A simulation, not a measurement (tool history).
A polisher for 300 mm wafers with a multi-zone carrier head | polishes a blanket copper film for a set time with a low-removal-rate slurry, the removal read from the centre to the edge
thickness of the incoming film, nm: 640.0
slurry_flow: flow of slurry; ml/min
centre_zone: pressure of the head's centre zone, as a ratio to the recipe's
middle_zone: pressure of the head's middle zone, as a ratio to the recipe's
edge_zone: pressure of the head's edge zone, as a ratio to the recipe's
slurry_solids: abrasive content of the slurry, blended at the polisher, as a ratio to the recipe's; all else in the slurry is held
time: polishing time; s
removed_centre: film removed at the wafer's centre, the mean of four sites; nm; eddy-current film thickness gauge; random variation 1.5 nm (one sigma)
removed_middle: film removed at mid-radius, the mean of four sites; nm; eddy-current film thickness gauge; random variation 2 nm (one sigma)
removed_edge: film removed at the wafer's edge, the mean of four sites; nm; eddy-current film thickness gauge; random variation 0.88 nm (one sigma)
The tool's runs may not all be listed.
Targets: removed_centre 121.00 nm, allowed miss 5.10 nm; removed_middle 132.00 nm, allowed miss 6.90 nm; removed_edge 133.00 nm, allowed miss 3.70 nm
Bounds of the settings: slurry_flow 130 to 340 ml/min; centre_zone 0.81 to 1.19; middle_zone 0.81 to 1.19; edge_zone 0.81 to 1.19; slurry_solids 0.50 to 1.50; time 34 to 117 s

run	hour	slurry_flow	centre_zone	middle_zone	edge_zone	slurry_solids	time	removed_centre	removed_middle	removed_edge
1	0.0	220	1.00	1.00	1.00	1.00	75	226.92	244.52	249.73
2	5.2	220	1.00	1.00	1.00	1.00	61	186.08	197.12	204.20
3	7.9	215	0.99	1.00	0.98	0.90	58	173.83	187.02	186.38
4	10.2	210	0.97	0.98	0.97	0.85	56	165.01	169.75	176.42
5	18.6	205	0.95	0.98	0.96	0.80	55	149.85	163.63	168.21
# hour 26.7: centre zone pressure recalibrated
6	26.7	205	0.95	0.98	0.96	0.70	55	155.54	164.44	163.64
7	30.0	205	0.95	0.98	0.96	0.70	55	153.80	159.20	165.29
8	36.2	200	0.94	0.98	0.94	0.65	54	146.46	153.97	156.56
9	42.5	195	0.93	0.98	0.92	0.65	54	146.20	158.02	154.24
10	47.5	190	0.91	0.96	0.91	0.65	54	143.09	153.06	153.24
11	53.2	185	0.90	0.95	0.90	0.65	53	139.90	146.74	147.24
12	61.9	180	0.89	0.95	0.90	0.65	53	136.32	151.81	148.51
13	66.0	180	0.88	0.94	0.89	0.65	53	134.92	147.57	147.91
14	74.2	175	0.87	0.93	0.88	0.65	53	134.80	141.37	145.55
15	82.5	160	0.81	0.95	0.83	0.50	51	109.29	135.24	127.62
16	83.7	165	0.82	0.94	0.83	0.50	51	114.76	128.98	129.70

5 next moves are on the table. One of them brings every result within its allowed miss. Which?
A	84.9	170	0.85	0.94	0.84	0.50	52	?	?	?
B	84.9	170	0.95	0.95	0.81	0.90	42	?	?	?
C	84.9	160	0.82	1.01	0.81	0.50	50	?	?	?
D	84.9	165	0.81	0.94	0.91	0.50	49	?	?	?
E	84.9	240	0.93	0.92	0.81	0.50	47	?	?	?

move	removed_centre	removed_middle	removed_edge
A	120.66	131.59	132.62
B	122.10	122.90	120.85
C	111.75	133.26	124.59
D	108.96	123.48	129.18
E	122.86	121.91	121.83
A: meets every target
B: brings the result that was furthest off to its target, and leaves another outside
C: further off than the last run
D: further off than the last run
E: brings the result that was furthest off to its target, and leaves another outside
Move A is the one to make.
